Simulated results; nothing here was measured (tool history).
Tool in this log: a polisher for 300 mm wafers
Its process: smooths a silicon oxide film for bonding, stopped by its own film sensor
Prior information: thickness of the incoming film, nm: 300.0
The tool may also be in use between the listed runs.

| run | day | flow of slurry (ml/min) | pressure of the wafer on the pad (kPa) | speed of the pad under the wafer (cm/s) | abrasive content of the slurry | target thickness at which the film sensor stops the polish (Å) | time until the film sensor stopped the polish (s) |
|---|---|---|---|---|---|---|---|
| 1 | 0.000 | 135 | 11.0 | 116 | 1.0 | 2360 | 92.957 |
| 2 | 0.225 | 135 | 10.3 | 114 | 1.0 | 2360 | 100.940 |
| 3 | 0.425 | 135 | 10.3 | 138 | 1.0 | 2360 | 87.155 |
| 4 | 0.479 | 135 | 9.7 | 134 | 1.0 | 2360 | 93.107 |
| 5 | 0.754 | 135 | 9.7 | 108 | 1.0 | 2360 | 108.840 |
| 6 | 1.125 | 135 | 9.0 | 106 | 1.0 | 2360 | 122.080 |

Run 7 has not been measured yet. What should we expect?
| 7 | 1.442 | 135 | 8.3 | 106 | 1.0 | 2360 | ? |

{"run 7": {"time until the film sensor stopped the polish (s)": 131.41}}
